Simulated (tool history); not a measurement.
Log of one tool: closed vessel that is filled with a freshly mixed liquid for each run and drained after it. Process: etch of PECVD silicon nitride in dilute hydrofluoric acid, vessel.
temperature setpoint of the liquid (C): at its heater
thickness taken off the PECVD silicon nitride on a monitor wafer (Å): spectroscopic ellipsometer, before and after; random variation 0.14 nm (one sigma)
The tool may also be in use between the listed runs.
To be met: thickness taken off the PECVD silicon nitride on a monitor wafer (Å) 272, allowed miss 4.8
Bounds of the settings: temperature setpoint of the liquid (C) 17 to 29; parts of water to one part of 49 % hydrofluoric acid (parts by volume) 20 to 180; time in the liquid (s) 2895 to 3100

| run | day | temperature setpoint of the liquid (C) | parts of water to one part of 49 % hydrofluoric acid (parts by volume) | time in the liquid (s) | thickness taken off the PECVD silicon nitride on a monitor wafer (Å) |
|---|---|---|---|---|---|
| 1 | 0 | 21 | 100 | 2895 | 411.9 |
| 2 | 0.371 | 21 | 75 | 2895 | 542.35 |
| 3 | 0.525 | 21 | 75 | 3100 | 578.97 |
| 4 | 0.871 | 20 | 90 | 3100 | 459.07 |
| 5 | 1.208 | 18 | 90 | 3100 | 397.5 |
| 6 | 1.533 | 18 | 90 | 2895 | 370.64 |
| 7 | 1.771 | 17.5 | 95 | 2895 | 337.2 |
| 8 | 1.862 | 17.5 | 100 | 2895 | 322.45 |
| 9 | 2.192 | 17.5 | 105 | 2895 | 307 |
| 10 | 2.55 | 17.5 | 110 | 2895 | 295.21 |

4 next moves are on the table. One of them brings every result within its allowed miss. Which?
| A | 2.908 | 17 | 115 | 2920 | ? |
| B | 2.908 | 18 | 105 | 2995 | ? |
| C | 2.908 | 17.5 | 105 | 2905 | ? |
| D | 2.908 | 19.5 | 115 | 2995 | ? |

| move | thickness taken off the PECVD silicon nitride on a monitor wafer (Å) |
|---|---|
| A | 274.38 |
| B | 329.39 |
| C | 308.63 |
| D | 334.15 |
A: meets every target
B: further off than the last run
C: further off than the last run
D: further off than the last run
Answer: A
